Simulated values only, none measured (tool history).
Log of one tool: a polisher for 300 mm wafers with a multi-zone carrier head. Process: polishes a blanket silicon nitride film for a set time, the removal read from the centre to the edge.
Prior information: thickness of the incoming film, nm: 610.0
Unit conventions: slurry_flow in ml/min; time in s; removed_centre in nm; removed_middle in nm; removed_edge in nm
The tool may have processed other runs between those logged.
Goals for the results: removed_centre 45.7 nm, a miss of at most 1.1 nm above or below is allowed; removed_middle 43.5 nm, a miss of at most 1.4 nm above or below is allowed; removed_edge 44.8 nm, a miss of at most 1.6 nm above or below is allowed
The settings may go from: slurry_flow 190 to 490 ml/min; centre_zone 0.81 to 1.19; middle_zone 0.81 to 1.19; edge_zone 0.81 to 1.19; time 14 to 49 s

run,hour,slurry_flow,centre_zone,middle_zone,edge_zone,time,removed_centre,removed_middle,removed_edge
1,0,315,1,1,1,31,51.911,51.472,53.129
2,1.5,315,0.94,1,1,31,49.472,52.074,52.127
3,5.8,315,0.94,1,1.08,31,50.163,51.273,53.596
4,12.1,315,0.94,1,1.08,38,60.718,62.857,66.821
5,13.2,315,0.94,0.93,1.08,38,60.205,59.086,68.703
6,19.4,325,0.97,0.94,1.05,34,55.482,53.502,59.702
7,25.6,325,0.97,0.94,1.05,34,56.262,54.461,59.543
8,31.8,325,0.94,0.88,0.95,27,43.17,40.254,45.547
9,40.1,345,0.95,0.9,0.93,27,43.545,41.574,44.785
10,46.8,355,0.96,0.91,0.93,27,44.313,41.78,45.003
11,49.1,355,0.96,0.91,0.93,27,44.038,41.601,45.065

Consider the 5 candidate settings below. Which is the only one whose results all fall within their allowed miss of target?
A,51.4,435,1.03,0.94,0.99,24,?,?,?
B,51.4,265,0.99,0.93,0.88,28,?,?,?
C,51.4,410,0.96,0.81,0.94,27,?,?,?
D,51.4,360,1.17,0.97,0.85,25,?,?,?
E,51.4,360,1.05,0.9,0.88,26,?,?,?

move,removed_centre,removed_middle,removed_edge
A,42.486,39.333,42.229
B,45.714,43.413,44.992
C,45.148,38.98,46.279
D,47.912,41.433,40.505
E,45.917,40.495,42.83
A: its largest miss is bigger than the last run's
B: each result inside its tolerance
C: brings the last run's worst result on target, with another outside its allowed miss
D: moves the result that the last run missed by most past its target, out the other side
E: brings the last run's worst result on target, with another outside its allowed miss
The right move is B.
